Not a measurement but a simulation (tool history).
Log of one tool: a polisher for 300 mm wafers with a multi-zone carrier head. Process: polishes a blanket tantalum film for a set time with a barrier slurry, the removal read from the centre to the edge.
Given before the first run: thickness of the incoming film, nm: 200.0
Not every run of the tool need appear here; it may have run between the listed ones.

run  hour  flow of slurry (ml/min)  pressure of the head's centre zone  pressure of the head's middle zone  pressure of the head's edge zone  abrasive content of the slurry  polishing time (s)  film removed at the wafer's centre (nm)  film removed at mid-radius (nm)  film removed at the wafer's edge (nm)
  1     0                      140                                   1                                   1                                 1                               1                  42                                   61.736                           62.457                                 62.309
  2   4.1                      140                                   1                                   1                              0.96                               1                  42                                   61.539                           62.692                                 61.147
  3   9.5                      140                                   1                                   1                              0.96                               1                  38                                   55.928                           56.724                                 55.079
  4  16.8                      140                                   1                                   1                              0.96                               1                  31                                   45.287                           46.374                                 45.541
  5  21.9                      140                                0.95                                   1                              0.96                               1                  31                                   43.341                           45.582                                 43.751
  6    30                      140                                0.96                                1.03                              0.99                            1.05                  31                                   44.029                           47.019                                 45.807

For run 7, what comes out?
  7  37.3                      180                                0.98                                1.13                              1.09                             1.3                  32                                        ?                                ?                                      ?

{"run 7": {"film removed at the wafer's centre (nm)": 51.532, "film removed at mid-radius (nm)": 59.586, "film removed at the wafer's edge (nm)": 53.058}}

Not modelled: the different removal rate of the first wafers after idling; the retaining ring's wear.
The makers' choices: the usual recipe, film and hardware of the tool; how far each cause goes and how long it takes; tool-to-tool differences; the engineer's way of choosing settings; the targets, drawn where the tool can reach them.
